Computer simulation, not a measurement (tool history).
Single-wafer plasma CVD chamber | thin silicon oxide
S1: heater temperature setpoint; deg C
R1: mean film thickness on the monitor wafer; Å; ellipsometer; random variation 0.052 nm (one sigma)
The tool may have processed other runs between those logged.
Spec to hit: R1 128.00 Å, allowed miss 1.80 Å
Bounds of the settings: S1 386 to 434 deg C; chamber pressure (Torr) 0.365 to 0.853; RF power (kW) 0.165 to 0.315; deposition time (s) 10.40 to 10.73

{"run": 1, "hour": 0.0, "S1": 410, "chamber pressure (Torr)": 0.609, "RF power (kW)": 0.24, "deposition time (s)": 10.4, "R1": 111.25}
{"run": 2, "hour": 1.2, "S1": 410, "chamber pressure (Torr)": 0.628, "RF power (kW)": 0.24, "deposition time (s)": 10.4, "R1": 114.98}
{"run": 3, "hour": 7.0, "S1": 410, "chamber pressure (Torr)": 0.628, "RF power (kW)": 0.26, "deposition time (s)": 10.4, "R1": 119.52}
{"run": 4, "hour": 13.6, "S1": 410, "chamber pressure (Torr)": 0.637, "RF power (kW)": 0.26, "deposition time (s)": 10.4, "R1": 121.73}
{"run": 5, "hour": 17.1, "S1": 410, "chamber pressure (Torr)": 0.644, "RF power (kW)": 0.26, "deposition time (s)": 10.4, "R1": 122.57}
{"run": 6, "hour": 20.9, "S1": 402, "chamber pressure (Torr)": 0.644, "RF power (kW)": 0.26, "deposition time (s)": 10.4, "R1": 123.39}
{"run": 7, "hour": 25.2, "S1": 402, "chamber pressure (Torr)": 0.649, "RF power (kW)": 0.26, "deposition time (s)": 10.4, "R1": 123.93}
{"run": 8, "hour": 34.2, "S1": 402, "chamber pressure (Torr)": 0.653, "RF power (kW)": 0.26, "deposition time (s)": 10.4, "R1": 124.8}
{"hour": 36.4, "done": "capacitance manometer re-zeroed and calibrated"}
{"run": 9, "hour": 36.4, "S1": 402, "chamber pressure (Torr)": 0.653, "RF power (kW)": 0.26, "deposition time (s)": 10.4, "R1": 132.78}
{"run": 10, "hour": 40.9, "S1": 403, "chamber pressure (Torr)": 0.653, "RF power (kW)": 0.26, "deposition time (s)": 10.4, "R1": 131.18}
{"run": 11, "hour": 49.7, "S1": 403, "chamber pressure (Torr)": 0.653, "RF power (kW)": 0.26, "deposition time (s)": 10.4, "R1": 132.47}
{"run": 12, "hour": 56.5, "S1": 405, "chamber pressure (Torr)": 0.652, "RF power (kW)": 0.26, "deposition time (s)": 10.4, "R1": 131.76}

5 candidate next runs follow, results not yet known. Just one meets every target within its allowed miss. Identify it.
{"run": "A", "hour": 63.3, "S1": 407, "chamber pressure (Torr)": 0.716, "RF power (kW)": 0.18, "deposition time (s)": 10.73, "R1": "?"}
{"run": "B", "hour": 63.3, "S1": 410, "chamber pressure (Torr)": 0.582, "RF power (kW)": 0.315, "deposition time (s)": 10.73, "R1": "?"}
{"run": "C", "hour": 63.3, "S1": 395, "chamber pressure (Torr)": 0.637, "RF power (kW)": 0.27, "deposition time (s)": 10.52, "R1": "?"}
{"run": "D", "hour": 63.3, "S1": 404, "chamber pressure (Torr)": 0.704, "RF power (kW)": 0.205, "deposition time (s)": 10.54, "R1": "?"}
{"run": "E", "hour": 63.3, "S1": 404, "chamber pressure (Torr)": 0.624, "RF power (kW)": 0.225, "deposition time (s)": 10.73, "R1": "?"}

move=A R1=123.31
move=B R1=131.63
move=C R1=133.24
move=D R1=127.97
move=E R1=121.43
A: moves the result that the last run missed by most past its target, out the other side
B: about as far from the targets as the last run
C: the biggest miss grows against the last run
D: hits every target within its allowed miss
E: moves the result that the last run missed by most past its target, out the other side
D meets every target.

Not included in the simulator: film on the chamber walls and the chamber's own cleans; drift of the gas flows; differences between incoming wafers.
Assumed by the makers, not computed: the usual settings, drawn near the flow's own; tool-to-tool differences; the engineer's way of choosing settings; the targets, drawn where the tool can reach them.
